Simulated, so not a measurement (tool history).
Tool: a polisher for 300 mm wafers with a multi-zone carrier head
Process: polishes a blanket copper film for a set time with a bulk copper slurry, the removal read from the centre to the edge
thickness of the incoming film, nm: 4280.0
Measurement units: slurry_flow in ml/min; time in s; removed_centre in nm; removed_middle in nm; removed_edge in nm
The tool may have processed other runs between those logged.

run  hour  slurry_flow  centre_zone  middle_zone  edge_zone  slurry_solids  time  removed_centre  removed_middle  removed_edge
  1   0.0          305         1.00         1.00       1.00           1.00    73          559.22          581.99        561.49
  2   2.8          305         1.08         1.00       1.00           1.00    73          605.94          577.95        550.69
  3   9.1          305         1.08         1.00       1.00           1.10    73          624.92          608.26        562.57
  4  11.7          305         1.08         0.95       1.00           1.10    73          617.75          566.89        591.53
  5  16.1          305         1.01         0.95       1.00           1.10    73          575.50          581.43        576.35
  6  19.8          305         1.01         0.95       1.00           1.30    73          608.70          590.90        596.30
  7  24.1          305         0.98         0.96       1.02           1.35    77          622.77          635.05        651.97
  8  33.0          305         0.97         0.98       1.04           1.40    79          635.70          668.01        667.82
  9  40.7          305         0.96         0.99       1.05           1.40    82          664.83          698.32        680.63

Estimate the outcome of run 10 from the log above:
 10  41.4          305         0.94         0.99       1.05           1.40    85               ?               ?             ?

{"run 10": {"removed_centre": 681.75, "removed_middle": 739.96, "removed_edge": 733.41}}

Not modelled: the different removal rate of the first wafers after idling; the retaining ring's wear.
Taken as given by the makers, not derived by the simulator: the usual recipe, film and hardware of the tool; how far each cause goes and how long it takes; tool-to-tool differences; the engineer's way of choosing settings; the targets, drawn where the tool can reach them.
